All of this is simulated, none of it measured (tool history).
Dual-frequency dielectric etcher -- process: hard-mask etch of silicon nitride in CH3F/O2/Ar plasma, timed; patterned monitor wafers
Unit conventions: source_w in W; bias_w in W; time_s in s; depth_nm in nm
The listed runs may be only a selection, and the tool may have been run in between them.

| run | day | source_w | bias_w | time_s | depth_nm |
|---|---|---|---|---|---|
| 1 | 0 | 280 | 88 | 146 | 94.702 |
| 2 | 0.35 | 280 | 88 | 132.5 | 86.423 |
| 3 | 0.729 | 300 | 91 | 133 | 89.494 |
| 4 | 0.796 | 330 | 91 | 133 | 92.741 |
| 5 | 1.158 | 340 | 95 | 134 | 96.324 |
| 6 | 1.438 | 290 | 95 | 134 | 91.525 |

Run 7 has not been measured yet. What should we expect?
| 7 | 1.475 | 310 | 98 | 134.5 | ? |

{"run 7": {"depth_nm": 94.729}}
